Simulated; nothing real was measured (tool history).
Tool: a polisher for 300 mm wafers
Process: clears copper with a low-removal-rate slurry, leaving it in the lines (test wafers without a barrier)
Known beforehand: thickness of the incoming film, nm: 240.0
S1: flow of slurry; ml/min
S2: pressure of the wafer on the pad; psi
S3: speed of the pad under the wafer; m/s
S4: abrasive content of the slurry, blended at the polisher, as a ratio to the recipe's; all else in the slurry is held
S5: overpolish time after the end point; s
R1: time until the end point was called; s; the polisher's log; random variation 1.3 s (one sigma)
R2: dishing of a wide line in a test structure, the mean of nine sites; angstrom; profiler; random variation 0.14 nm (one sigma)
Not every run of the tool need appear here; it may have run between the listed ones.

{"run": 1, "day": 0.0, "S1": 225, "S2": 2.6, "S3": 1.16, "S4": 1, "S5": 18, "R1": 60.579, "R2": 200.92}
{"run": 2, "day": 0.083, "S1": 225, "S2": 2.6, "S3": 1.16, "S4": 0.8, "S5": 18, "R1": 65.341, "R2": 192.93}
{"run": 3, "day": 0.279, "S1": 230, "S2": 2.4, "S3": 1.2, "S4": 0.75, "S5": 16, "R1": 68.64, "R2": 185.42}
{"run": 4, "day": 0.362, "S1": 230, "S2": 2.9, "S3": 1.2, "S4": 0.75, "S5": 16, "R1": 58.629, "R2": 193.6}
{"run": 5, "day": 0.417, "S1": 215, "S2": 2.6, "S3": 1.24, "S4": 0.7, "S5": 14, "R1": 64.998, "R2": 178.8}
{"run": 6, "day": 0.742, "S1": 200, "S2": 2.4, "S3": 1.3, "S4": 0.65, "S5": 13, "R1": 68.707, "R2": 171.14}
{"run": 7, "day": 1.083, "S1": 190, "S2": 2.2, "S3": 1.34, "S4": 0.65, "S5": 12, "R1": 74.006, "R2": 157.53}
{"run": 8, "day": 1.162, "S1": 180, "S2": 2, "S3": 1.42, "S4": 0.65, "S5": 11, "R1": 78.409, "R2": 147.52}
{"run": 9, "day": 1.188, "S1": 175, "S2": 1.9, "S3": 1.48, "S4": 0.65, "S5": 10, "R1": 78.747, "R2": 140.46}
{"run": 10, "day": 1.475, "S1": 175, "S2": 1.9, "S3": 1.48, "S4": 0.65, "S5": 10, "R1": 78.518, "R2": 135.84}
{"run": 11, "day": 1.6, "S1": 170, "S2": 1.8, "S3": 1.52, "S4": 0.7, "S5": 9, "R1": 78.82, "R2": 130.53}

Estimate the outcome of run 12 from the log above:
{"run": 12, "day": 1.821, "S1": 165, "S2": 1.7, "S3": 1.52, "S4": 0.85, "S5": 8, "R1": "?", "R2": "?"}

R1: 75.291 s
R2: 123.12 angstrom
